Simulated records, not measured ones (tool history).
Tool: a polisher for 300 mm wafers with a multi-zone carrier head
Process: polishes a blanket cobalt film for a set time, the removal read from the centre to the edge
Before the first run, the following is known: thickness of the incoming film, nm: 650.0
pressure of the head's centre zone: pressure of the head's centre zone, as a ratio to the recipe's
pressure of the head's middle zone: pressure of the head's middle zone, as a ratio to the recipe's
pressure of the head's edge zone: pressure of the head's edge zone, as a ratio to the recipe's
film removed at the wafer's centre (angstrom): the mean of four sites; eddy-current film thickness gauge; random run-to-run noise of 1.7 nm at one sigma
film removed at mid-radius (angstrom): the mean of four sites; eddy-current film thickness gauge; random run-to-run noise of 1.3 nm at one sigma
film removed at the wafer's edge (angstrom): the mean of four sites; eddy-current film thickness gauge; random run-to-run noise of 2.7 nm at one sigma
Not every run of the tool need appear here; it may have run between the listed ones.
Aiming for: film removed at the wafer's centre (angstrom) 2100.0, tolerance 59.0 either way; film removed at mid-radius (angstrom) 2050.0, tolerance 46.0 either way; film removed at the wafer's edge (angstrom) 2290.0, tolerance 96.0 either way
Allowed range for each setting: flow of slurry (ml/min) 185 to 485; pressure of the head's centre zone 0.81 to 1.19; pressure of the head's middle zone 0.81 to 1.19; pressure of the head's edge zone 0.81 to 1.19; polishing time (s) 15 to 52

| run | day | flow of slurry (ml/min) | pressure of the head's centre zone | pressure of the head's middle zone | pressure of the head's edge zone | polishing time (s) | film removed at the wafer's centre (angstrom) | film removed at mid-radius (angstrom) | film removed at the wafer's edge (angstrom) |
|---|---|---|---|---|---|---|---|---|---|
| 1 | 0.000 | 310 | 1.00 | 1.00 | 1.00 | 33 | 2592.4 | 2554.2 | 2604.0 |
| 2 | 0.250 | 310 | 1.03 | 1.00 | 1.00 | 33 | 2656.5 | 2559.2 | 2599.2 |
| 3 | 0.462 | 300 | 0.98 | 0.95 | 0.96 | 32 | 2379.0 | 2347.8 | 2459.2 |
| 4 | 0.829 | 290 | 0.97 | 0.92 | 0.93 | 32 | 2379.6 | 2299.2 | 2377.8 |
| 5 | 1.192 | 280 | 0.94 | 0.89 | 0.93 | 32 | 2293.7 | 2236.2 | 2433.7 |
| 6 | 1.371 | 280 | 1.02 | 0.89 | 0.93 | 32 | 2522.4 | 2216.0 | 2356.3 |
| 7 | 1.517 | 270 | 0.98 | 0.87 | 0.92 | 32 | 2420.8 | 2201.1 | 2386.4 |
| 8 | 1.738 | 270 | 0.95 | 0.85 | 0.91 | 32 | 2304.5 | 2154.8 | 2329.0 |
| 9 | 1.842 | 265 | 0.93 | 0.84 | 0.91 | 32 | 2230.8 | 2121.8 | 2419.0 |

Which one of the following 4 next-run settings gets every result inside its allowed miss? There is exactly one.
| A | 1.946 | 190 | 0.91 | 0.81 | 1.01 | 33 | ? | ? | ? |
| B | 1.946 | 240 | 0.88 | 0.82 | 0.85 | 32 | ? | ? | ? |
| C | 1.946 | 260 | 0.86 | 0.86 | 0.85 | 32 | ? | ? | ? |
| D | 1.946 | 270 | 1.00 | 0.99 | 0.81 | 29 | ? | ? | ? |

| move | film removed at the wafer's centre (angstrom) | film removed at mid-radius (angstrom) | film removed at the wafer's edge (angstrom) |
|---|---|---|---|
| A | 2158.5 | 2052.5 | 2502.5 |
| B | 2088.0 | 2067.1 | 2286.6 |
| C | 2059.9 | 2163.0 | 2300.0 |
| D | 2184.5 | 2197.3 | 2043.1 |
A: the worst result of the last run now meets its target, but another is out of spec
B: every result within its allowed miss
C: the worst result of the last run now meets its target, but another is out of spec
D: lands further from the targets than the last run did
B meets every target.
